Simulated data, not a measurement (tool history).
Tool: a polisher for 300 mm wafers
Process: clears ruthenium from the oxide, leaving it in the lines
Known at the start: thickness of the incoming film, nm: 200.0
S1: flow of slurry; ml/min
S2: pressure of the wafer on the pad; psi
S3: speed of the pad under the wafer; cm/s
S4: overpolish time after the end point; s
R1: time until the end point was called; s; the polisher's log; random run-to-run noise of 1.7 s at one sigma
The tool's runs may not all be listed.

| run | hour | S1 | S2 | S3 | S4 | R1 |
|---|---|---|---|---|---|---|
| 1 | 0.0 | 280 | 2.7 | 118 | 19 | 134.59 |
| 2 | 4.6 | 280 | 2.7 | 146 | 19 | 113.21 |
| 3 | 6.2 | 320 | 2.7 | 146 | 19 | 110.66 |
| 4 | 8.6 | 320 | 2.5 | 146 | 19 | 120.03 |
| 5 | 10.2 | 320 | 2.3 | 146 | 19 | 133.18 |
| 6 | 15.3 | 320 | 2.3 | 164 | 19 | 118.98 |
| 7 | 23.8 | 320 | 2.2 | 164 | 19 | 126.51 |

Estimate the outcome of run 8 from the log above:
| 8 | 28.6 | 315 | 2.1 | 164 | 19 | ? |

Logged for run 8: R1 130.96 s.
